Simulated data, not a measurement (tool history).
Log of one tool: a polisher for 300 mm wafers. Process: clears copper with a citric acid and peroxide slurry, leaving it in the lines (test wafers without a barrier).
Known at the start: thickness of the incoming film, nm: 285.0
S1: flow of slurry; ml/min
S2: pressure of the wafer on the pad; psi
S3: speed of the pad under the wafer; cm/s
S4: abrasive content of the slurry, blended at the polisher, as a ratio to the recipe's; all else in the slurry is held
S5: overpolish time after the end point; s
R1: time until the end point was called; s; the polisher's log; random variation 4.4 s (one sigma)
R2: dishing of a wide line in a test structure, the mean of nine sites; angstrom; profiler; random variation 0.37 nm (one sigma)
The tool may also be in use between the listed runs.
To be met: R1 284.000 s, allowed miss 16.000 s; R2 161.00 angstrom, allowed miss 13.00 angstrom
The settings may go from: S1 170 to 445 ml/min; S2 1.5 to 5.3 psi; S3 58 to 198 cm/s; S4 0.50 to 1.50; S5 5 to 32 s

run,hour,S1,S2,S3,S4,S5,R1,R2
1,0.0,285,3.4,128,1.00,16,99.547,321.91
2,1.2,280,3.0,114,1.00,17,126.230,295.90
3,2.0,250,3.0,114,1.00,17,123.810,281.39
4,8.0,250,3.6,114,1.00,17,105.070,326.54
5,12.8,250,3.6,114,0.80,17,110.750,336.11
6,18.5,250,3.6,114,0.95,17,105.930,316.80
7,22.8,250,3.2,104,0.95,17,132.350,272.47
8,23.7,245,2.2,72,0.90,18,261.180,151.60
9,29.0,245,2.2,72,0.90,19,267.820,158.20

Which of these 4 next moves meets every target?
A,34.3,230,2.4,64,0.80,21,?,?
B,34.3,245,1.9,78,0.90,25,?,?
C,34.3,255,2.4,70,0.85,19,?,?
D,34.3,300,2.1,78,0.80,19,?,?

move,R1,R2
A,278.770,164.88
B,283.310,189.77
C,252.770,164.51
D,258.210,160.78
A: meets every target
B: brings the result that was furthest off to its target, and leaves another outside
C: further off than the last run
D: further off than the last run
Answer: A
